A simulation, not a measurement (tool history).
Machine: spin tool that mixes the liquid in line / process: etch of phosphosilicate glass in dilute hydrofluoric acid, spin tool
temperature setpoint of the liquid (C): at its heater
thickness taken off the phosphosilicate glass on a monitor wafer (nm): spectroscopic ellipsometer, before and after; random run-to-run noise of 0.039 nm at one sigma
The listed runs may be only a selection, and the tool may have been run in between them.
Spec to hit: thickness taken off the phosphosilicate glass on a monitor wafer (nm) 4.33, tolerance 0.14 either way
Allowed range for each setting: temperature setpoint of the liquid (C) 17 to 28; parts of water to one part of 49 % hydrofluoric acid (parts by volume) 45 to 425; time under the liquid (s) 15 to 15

run,hour,temperature setpoint of the liquid (C),parts of water to one part of 49 % hydrofluoric acid (parts by volume),time under the liquid (s),thickness taken off the phosphosilicate glass on a monitor wafer (nm)
1,0,20,235,15,3.1729
2,9,20,235,15,3.2017
3,11.2,17.5,235,15,2.9117
4,14.6,20,230,15,3.2802
5,21.7,22.5,230,15,3.5951
6,25.2,25,230,15,3.9919
7,28.1,25.5,230,15,4.1285
8,28.8,26.5,230,15,4.1375

Which one of the following 5 next-run settings gets every result inside its allowed miss? There is exactly one.
A,29.5,26,235,15,?
B,29.5,24.5,230,15,?
C,29.5,25.5,235,15,?
D,29.5,28,245,15,?
E,29.5,23.5,205,15,?

move,thickness taken off the phosphosilicate glass on a monitor wafer (nm)
A,4.0474
B,3.9368
C,3.9752
D,4.1224
E,4.3661
A: lands further from the targets than the last run did
B: lands further from the targets than the last run did
C: lands further from the targets than the last run did
D: lands further from the targets than the last run did
E: meets every target
The move that meets every target is E.
